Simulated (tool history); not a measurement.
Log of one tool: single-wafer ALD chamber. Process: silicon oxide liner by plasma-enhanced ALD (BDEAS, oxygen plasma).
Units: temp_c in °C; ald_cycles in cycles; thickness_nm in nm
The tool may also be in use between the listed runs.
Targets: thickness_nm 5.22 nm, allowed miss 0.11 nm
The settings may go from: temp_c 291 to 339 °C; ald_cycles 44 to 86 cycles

run	hour	temp_c	ald_cycles	thickness_nm
1	0	315	65	6.0034
2	2.8	315	63	5.8713
3	9	315	61	5.6625
4	11.6	321	61	5.571
5	13.1	322	60	5.4908
6	14.8	313	60	5.5594
7	22.8	313	59	5.4499
8	26	313	58	5.3628

Which of these 4 next moves meets every target?
A	29.2	312	59	?
B	29.2	318	61	?
C	29.2	324	57	?
D	29.2	310	59	?

move	thickness_nm
A	5.4752
B	5.6162
C	5.2063
D	5.4896
A: further off than the last run
B: further off than the last run
C: meets every target
D: further off than the last run
Move C is the one to make.
